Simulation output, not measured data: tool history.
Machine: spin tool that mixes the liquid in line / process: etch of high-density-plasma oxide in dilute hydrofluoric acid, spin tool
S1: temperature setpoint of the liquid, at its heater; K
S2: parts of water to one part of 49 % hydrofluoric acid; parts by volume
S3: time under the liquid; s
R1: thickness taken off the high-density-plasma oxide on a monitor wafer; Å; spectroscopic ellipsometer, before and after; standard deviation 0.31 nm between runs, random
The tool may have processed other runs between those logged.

{"run": 1, "hour": 0.0, "S1": 293.15, "S2": 75, "S3": 315, "R1": 194.64}
{"run": 2, "hour": 3.4, "S1": 294.15, "S2": 70, "S3": 315, "R1": 219.13}
{"run": 3, "hour": 10.9, "S1": 294.15, "S2": 70, "S3": 315, "R1": 217.03}
{"run": 4, "hour": 15.3, "S1": 295.15, "S2": 65, "S3": 315, "R1": 245.55}
{"run": 5, "hour": 17.8, "S1": 295.65, "S2": 60, "S3": 315, "R1": 275.36}
{"run": 6, "hour": 19.8, "S1": 296.15, "S2": 60, "S3": 315, "R1": 283.7}
{"run": 7, "hour": 25.4, "S1": 296.65, "S2": 60, "S3": 315, "R1": 287.22}
{"run": 8, "hour": 27.6, "S1": 297.15, "S2": 60, "S3": 315, "R1": 294.75}
{"run": 9, "hour": 34.5, "S1": 301.15, "S2": 40, "S3": 315, "R1": 528.69}

What does the tool deliver on the next run?
{"run": 10, "hour": 35.3, "S1": 300.65, "S2": 40, "S3": 315, "R1": "?"}

R1: 516.63 Å
